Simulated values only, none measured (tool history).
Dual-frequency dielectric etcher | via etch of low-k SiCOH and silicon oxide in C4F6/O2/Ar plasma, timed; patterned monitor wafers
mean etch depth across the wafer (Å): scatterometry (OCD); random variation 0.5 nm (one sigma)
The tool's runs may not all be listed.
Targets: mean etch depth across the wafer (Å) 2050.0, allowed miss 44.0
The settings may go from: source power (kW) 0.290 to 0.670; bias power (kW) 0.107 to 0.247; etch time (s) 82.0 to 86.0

run	hour	source power (kW)	bias power (kW)	etch time (s)	mean etch depth across the wafer (Å)
1	0.0	0.480	0.177	82.0	2490.8
2	6.0	0.480	0.161	82.0	2458.7
3	7.7	0.460	0.157	82.0	2370.0
4	13.7	0.440	0.156	82.0	2308.8
5	19.2	0.440	0.176	82.0	2375.3
6	24.8	0.440	0.176	86.0	2494.5
7	32.2	0.420	0.174	86.0	2416.0
8	40.8	0.400	0.173	86.0	2352.3
9	47.7	0.390	0.172	86.0	2308.8
# hour 56.7: bias power generator calibrated
10	56.7	0.380	0.171	86.0	2244.9
11	63.2	0.370	0.171	86.0	2213.9
12	66.4	0.360	0.171	86.0	2175.2

Which of these 4 next moves meets every target?
A	69.6	0.340	0.200	86.0	?
B	69.6	0.340	0.182	82.5	?
C	69.6	0.330	0.172	82.0	?
D	69.6	0.310	0.172	86.0	?

move	mean etch depth across the wafer (Å)
A	2161.2
B	2024.4
C	1944.5
D	1951.3
A: nearer than the last run, and not there yet
B: meets every target
C: takes the result that was furthest off past its target
D: takes the result that was furthest off past its target
Move B is the one to make.
